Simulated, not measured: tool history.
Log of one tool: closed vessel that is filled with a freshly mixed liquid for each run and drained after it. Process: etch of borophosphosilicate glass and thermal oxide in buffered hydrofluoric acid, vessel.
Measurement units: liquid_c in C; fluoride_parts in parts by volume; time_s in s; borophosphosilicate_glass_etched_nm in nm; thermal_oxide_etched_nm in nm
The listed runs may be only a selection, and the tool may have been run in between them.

run  hour  liquid_c  fluoride_parts  time_s  borophosphosilicate_glass_etched_nm  thermal_oxide_etched_nm
  1   0.0      23.0            22.0      60                               54.730                   29.526
  2   8.0      24.0            22.0      60                               56.850                   31.195
  3   9.1      24.5            21.5      60                               59.613                   32.247
  4   9.7      24.5            18.5      60                               67.294                   37.092
  5  13.8      24.5            24.0      60                               54.757                   30.186
  6  17.9      25.0            23.5      60                               57.494                   31.581

Run 7, settings as shown, results not yet in. Your forecast:
  7  26.2      25.5            23.5      60                                    ?                        ?

{"run 7": {"borophosphosilicate_glass_etched_nm": 58.927, "thermal_oxide_etched_nm": 32.333}}

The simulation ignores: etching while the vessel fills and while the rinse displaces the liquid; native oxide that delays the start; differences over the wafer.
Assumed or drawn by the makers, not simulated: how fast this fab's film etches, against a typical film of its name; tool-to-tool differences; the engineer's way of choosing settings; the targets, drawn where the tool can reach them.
